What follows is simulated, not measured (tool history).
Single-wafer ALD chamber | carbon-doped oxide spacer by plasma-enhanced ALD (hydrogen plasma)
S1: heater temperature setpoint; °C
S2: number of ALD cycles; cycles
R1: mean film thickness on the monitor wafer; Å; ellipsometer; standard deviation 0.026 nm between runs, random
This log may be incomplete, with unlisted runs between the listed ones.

Run 1, day 0.000: S1 415 °C, S2 208 cycles. Result: R1 101.410 Å.
Run 2, day 0.329: S1 414 °C, S2 212 cycles. Result: R1 103.690 Å.
Run 3, day 0.621: S1 421 °C, S2 212 cycles. Result: R1 101.530 Å.
Run 4, day 1.012: S1 414 °C, S2 212 cycles. Result: R1 103.680 Å.
Run 5, day 1.112: S1 414 °C, S2 189 cycles. Result: R1 92.522 Å.
Run 6, day 1.267: S1 422 °C, S2 189 cycles. Result: R1 90.285 Å.
Run 7, day 1.408: S1 421 °C, S2 196 cycles. Result: R1 93.891 Å.
Run 8, day 1.771: S1 420 °C, S2 202 cycles. Result: R1 96.769 Å.
Run 9, day 1.983: S1 419 °C, S2 207 cycles. Result: R1 99.718 Å.
Run 10, day 2.229: S1 419 °C, S2 207 cycles. Result: R1 99.911 Å.
Run 11, day 2.267: S1 418 °C, S2 212 cycles. Result: R1 102.370 Å.
Run 12, day 2.525: S1 418 °C, S2 212 cycles. Result: R1 102.400 Å.

For run 13, what comes out?
Run 13, day 2.625: S1 417 °C, S2 216 cycles. Result: R1 ?.

Run 13 gave R1 104.520 Å.
